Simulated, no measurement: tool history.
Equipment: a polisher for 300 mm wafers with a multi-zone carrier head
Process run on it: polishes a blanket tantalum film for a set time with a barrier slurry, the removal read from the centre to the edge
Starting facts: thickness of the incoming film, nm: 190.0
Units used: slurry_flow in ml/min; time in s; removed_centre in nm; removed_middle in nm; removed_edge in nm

run  hour  slurry_flow  centre_zone  middle_zone  edge_zone  slurry_solids  time  removed_centre  removed_middle  removed_edge
  1     0          200            1            1          1              1    37           59.03          59.104        60.015
  2   6.4          200            1         1.06          1              1    37          58.493          62.949        59.011
  3  13.2          200         1.06         1.06          1              1    37          61.977          60.783        58.505
  4  19.6          215         1.09         1.06       1.04           1.15    38          69.111          66.821        63.251
  5  26.1          215         1.09         1.06       1.08           1.15    38          69.345          66.096        64.619
  6  32.3          215         1.09         1.06       1.08           1.15    29          52.177          51.255        49.458
  7  39.3          225         1.11         1.04        1.1           1.25    33          62.528           59.18        58.554
  8  44.6          240         1.13         1.03       1.12           1.35    35          67.951          62.269        63.011
  9  51.3          240         1.15         1.03       1.13            1.4    38          75.849          69.056        69.449
 10  56.9          250         1.16         1.01       1.13           1.45    40          81.462          71.588        74.227
 11  65.4          255         1.17         1.01       1.13           1.45    41          84.459           73.66        76.256
 12  71.6          260         1.18            1       1.12           1.45    42          87.457          74.202        77.786
 13  80.2          260         1.18            1       1.12           1.45    43          89.374          76.766        80.222
 14  86.3          260         1.18            1       1.11           1.45    43          90.149          77.518        78.878

Run 15 is up next; what results do you expect?
 15  87.8          260         1.18         0.99       1.11           1.45    43               ?               ?             ?

{"run 15": {"removed_centre": 90.449, "removed_middle": 76.428, "removed_edge": 79.234}}
